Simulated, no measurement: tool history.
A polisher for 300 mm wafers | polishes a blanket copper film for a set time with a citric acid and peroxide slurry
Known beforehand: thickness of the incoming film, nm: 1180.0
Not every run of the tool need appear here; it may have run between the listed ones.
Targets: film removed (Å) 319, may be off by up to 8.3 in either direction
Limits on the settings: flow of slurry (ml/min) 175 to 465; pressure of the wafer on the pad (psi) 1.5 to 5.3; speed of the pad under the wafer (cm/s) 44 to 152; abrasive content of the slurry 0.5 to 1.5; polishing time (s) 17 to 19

run,hour,flow of slurry (ml/min),pressure of the wafer on the pad (psi),speed of the pad under the wafer (cm/s),abrasive content of the slurry,polishing time (s),film removed (Å)
1,0,295,3.4,98,1,19,434.54
2,0.5,295,3.2,98,1,19,405.36
3,1.4,295,3,98,1,19,381.66
4,4.1,295,3.4,98,1,19,434.21
5,5.5,295,3.4,98,1,17,388.39
6,9.9,295,3.3,98,1,17,376.62
7,15.7,285,2.6,98,1,17,298.73
8,21.5,295,2.6,98,1,17,298.35
9,29.2,295,2.7,98,1,17,308.08

5 next moves are on the table. One of them brings every result within its allowed miss. Which?
A,36.9,340,2.2,112,0.9,18,?
B,36.9,225,2.7,102,0.9,18,?
C,36.9,285,2.3,102,1,18,?
D,36.9,445,3.2,78,1,17,?
E,36.9,315,2.6,82,1.05,19,?

move,film removed (Å)
A,303.09
B,322.15
C,292.88
D,304.48
E,288.72
A: further off than the last run
B: hits every target within its allowed miss
C: further off than the last run
D: further off than the last run
E: further off than the last run
Go with B: it meets all targets.
